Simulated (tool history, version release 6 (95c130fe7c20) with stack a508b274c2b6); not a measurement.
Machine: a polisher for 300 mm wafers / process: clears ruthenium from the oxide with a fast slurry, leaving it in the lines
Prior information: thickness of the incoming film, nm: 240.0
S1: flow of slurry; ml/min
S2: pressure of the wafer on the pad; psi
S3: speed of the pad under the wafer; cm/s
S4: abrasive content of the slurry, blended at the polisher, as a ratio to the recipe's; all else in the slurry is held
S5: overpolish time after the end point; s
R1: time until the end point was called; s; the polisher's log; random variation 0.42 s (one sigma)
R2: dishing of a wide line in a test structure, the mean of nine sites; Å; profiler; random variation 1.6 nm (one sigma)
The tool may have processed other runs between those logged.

| run | hour | S1 | S2 | S3 | S4 | S5 | R1 | R2 |
|---|---|---|---|---|---|---|---|---|
| 1 | 0.0 | 310 | 2.9 | 84 | 1.0 | 17 | 79.294 | 380.22 |
| 2 | 4.9 | 310 | 2.9 | 84 | 1.0 | 14 | 79.830 | 333.66 |
| 3 | 7.6 | 310 | 3.1 | 84 | 1.0 | 16 | 74.296 | 379.96 |
| 4 | 13.8 | 310 | 3.1 | 84 | 1.0 | 10 | 74.418 | 260.19 |
| 5 | 20.5 | 310 | 3.3 | 84 | 1.0 | 12 | 70.386 | 314.32 |
| 6 | 23.2 | 310 | 3.5 | 84 | 1.0 | 14 | 66.276 | 383.73 |

Expected results for the next run?
| 7 | 29.5 | 310 | 3.7 | 84 | 1.0 | 15 | ? | ? |

R1: 63.206 s
R2: 393.24 Å

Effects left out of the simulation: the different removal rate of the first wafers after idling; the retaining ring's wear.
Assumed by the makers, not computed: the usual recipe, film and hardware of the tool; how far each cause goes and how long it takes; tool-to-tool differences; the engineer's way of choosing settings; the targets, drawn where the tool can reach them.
